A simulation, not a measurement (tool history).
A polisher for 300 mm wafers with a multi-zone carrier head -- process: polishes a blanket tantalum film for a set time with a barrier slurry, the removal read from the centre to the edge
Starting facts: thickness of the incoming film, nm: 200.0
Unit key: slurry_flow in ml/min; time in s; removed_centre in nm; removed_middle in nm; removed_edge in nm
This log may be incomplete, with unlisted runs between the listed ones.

run    day  slurry_flow  centre_zone  middle_zone  edge_zone  slurry_solids  time  removed_centre  removed_middle  removed_edge
  1      0          300            1            1          1              1    40          61.011          65.099         65.34
  2  0.275          300            1         0.97       0.97            0.9    39          61.057          59.633        59.172
  3   0.35          300            1         0.97       0.93            0.9    39          58.449          60.569         58.55
  4  0.462          290         0.96         0.94       0.93           0.85    39          55.415          56.856        57.568
  5  0.588          285         0.94         0.92       0.91           0.75    39          51.962          52.861         54.55
  6  0.671          285         0.94         0.92       0.91           0.75    32          42.478          44.754        45.265
  7  0.975          290         0.95         0.92       0.93           0.75    32          43.474          43.593        44.972

What will run 8 give?
  8  1.017          290         0.96         0.92       0.95            0.8    32               ?               ?             ?

{"run 8": {"removed_centre": 45.145, "removed_middle": 46.187, "removed_edge": 46.158}}

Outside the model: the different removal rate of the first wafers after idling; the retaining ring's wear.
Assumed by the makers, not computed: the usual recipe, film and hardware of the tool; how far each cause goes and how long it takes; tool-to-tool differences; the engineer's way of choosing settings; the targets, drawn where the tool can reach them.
